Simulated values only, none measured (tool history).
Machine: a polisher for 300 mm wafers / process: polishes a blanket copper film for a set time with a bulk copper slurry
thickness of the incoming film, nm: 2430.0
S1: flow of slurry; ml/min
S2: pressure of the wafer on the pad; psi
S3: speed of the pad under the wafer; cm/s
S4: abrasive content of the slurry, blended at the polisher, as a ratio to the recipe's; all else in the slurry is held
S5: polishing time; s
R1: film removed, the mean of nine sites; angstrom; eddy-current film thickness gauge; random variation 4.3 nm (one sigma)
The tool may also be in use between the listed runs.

run,hour,S1,S2,S3,S4,S5,R1
1,0,245,1.9,122,1,90,6200.8
2,4.6,245,1.7,122,1,90,5711.9
3,11.3,245,1.5,120,1,90,4941.6
4,14.4,245,1.4,120,1,90,4579.2
5,18.6,245,1.4,120,1.2,90,4985.7
6,27.5,245,1.4,134,1.2,90,5466
7,33.8,245,1.3,132,1.2,90,4946.3

Run 8 is up next; what results do you expect?
8,37.7,245,0.9,130,1.2,90,?

{"run 8": {"R1": 3485.8}}
